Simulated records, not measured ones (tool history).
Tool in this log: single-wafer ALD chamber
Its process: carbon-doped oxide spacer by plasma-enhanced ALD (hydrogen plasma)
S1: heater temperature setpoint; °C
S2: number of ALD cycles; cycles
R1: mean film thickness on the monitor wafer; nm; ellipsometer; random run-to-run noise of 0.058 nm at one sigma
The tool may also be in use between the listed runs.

run  hour   S1   S2      R1
  1   0.0  380  241  11.961
  2   5.4  384  241  11.955
  3   9.2  384  253  12.645
  4  16.3  391  253  12.424
  5  23.9  392  239  11.860
  6  25.5  392  227  11.235

The next listed run, before its measurement:
  7  32.4  392  220   ?

Run 7 came out at R1 10.819 nm.
